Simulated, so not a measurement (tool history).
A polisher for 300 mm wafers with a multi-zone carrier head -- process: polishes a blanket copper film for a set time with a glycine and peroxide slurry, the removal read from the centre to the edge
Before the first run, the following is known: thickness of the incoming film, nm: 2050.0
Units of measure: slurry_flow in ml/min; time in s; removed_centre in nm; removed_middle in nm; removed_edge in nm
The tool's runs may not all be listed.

run  hour  slurry_flow  centre_zone  middle_zone  edge_zone  time  removed_centre  removed_middle  removed_edge
  1   0.0          185         1.00         1.00       1.00    83          385.18          377.35        393.91
  2   0.7          190         1.03         0.99       1.03    84          392.04          382.53        417.29
  3   2.0          190         1.03         0.99       1.03    69          334.13          313.88        333.53
  4   8.5          200         1.07         0.98       1.04    73          363.48          330.94        353.84
  5  12.8          200         1.11         0.98       1.04    73          373.16          323.61        360.38
  6  16.1          205         1.13         0.98       1.05    77          420.48          352.48        380.72

Run 7 has not been measured yet. What should we expect?
  7  21.4          205         1.13         0.97       1.07    79               ?               ?             ?

Run 7 came out at removed_centre 424.66 nm, removed_middle 349.12 nm, removed_edge 400.04 nm.
